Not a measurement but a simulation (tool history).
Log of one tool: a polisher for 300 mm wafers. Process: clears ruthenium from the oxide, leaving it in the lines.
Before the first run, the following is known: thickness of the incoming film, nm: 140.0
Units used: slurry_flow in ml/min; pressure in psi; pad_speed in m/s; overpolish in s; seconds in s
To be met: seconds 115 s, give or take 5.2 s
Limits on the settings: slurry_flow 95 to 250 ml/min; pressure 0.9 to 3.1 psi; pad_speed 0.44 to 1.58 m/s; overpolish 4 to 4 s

{"run": 1, "hour": 0.0, "slurry_flow": 160, "pressure": 2, "pad_speed": 1, "overpolish": 4, "seconds": 170.65}
{"run": 2, "hour": 4.5, "slurry_flow": 160, "pressure": 2, "pad_speed": 1, "overpolish": 4, "seconds": 172.92}
{"run": 3, "hour": 8.3, "slurry_flow": 160, "pressure": 2.2, "pad_speed": 1, "overpolish": 4, "seconds": 156.31}
{"run": 4, "hour": 11.0, "slurry_flow": 160, "pressure": 2.2, "pad_speed": 1.08, "overpolish": 4, "seconds": 145.78}
{"hour": 18.1, "done": "slurry nozzle cleaned"}
{"run": 5, "hour": 18.1, "slurry_flow": 160, "pressure": 2.3, "pad_speed": 1.08, "overpolish": 4, "seconds": 134.65}
{"run": 6, "hour": 26.8, "slurry_flow": 160, "pressure": 2.3, "pad_speed": 1.08, "overpolish": 4, "seconds": 134.08}
{"run": 7, "hour": 28.1, "slurry_flow": 160, "pressure": 2.4, "pad_speed": 1.08, "overpolish": 4, "seconds": 129.13}
{"run": 8, "hour": 34.1, "slurry_flow": 160, "pressure": 2.5, "pad_speed": 1.08, "overpolish": 4, "seconds": 124.59}

Pick the move, out of 4, that brings all results within their allowed miss; only one does.
{"run": "A", "hour": 40.1, "slurry_flow": 160, "pressure": 2.3, "pad_speed": 1.14, "overpolish": 4, "seconds": "?"}
{"run": "B", "hour": 40.1, "slurry_flow": 155, "pressure": 2.3, "pad_speed": 1.26, "overpolish": 4, "seconds": "?"}
{"run": "C", "hour": 40.1, "slurry_flow": 180, "pressure": 2.1, "pad_speed": 1.12, "overpolish": 4, "seconds": "?"}
{"run": "D", "hour": 40.1, "slurry_flow": 185, "pressure": 2.4, "pad_speed": 0.98, "overpolish": 4, "seconds": "?"}

move=A seconds=127.08
move=B seconds=115.88
move=C seconds=138.67
move=D seconds=138.08
A: further off than the last run
B: all results land within tolerance of their targets
C: further off than the last run
D: further off than the last run
Correct choice: B, which meets every target
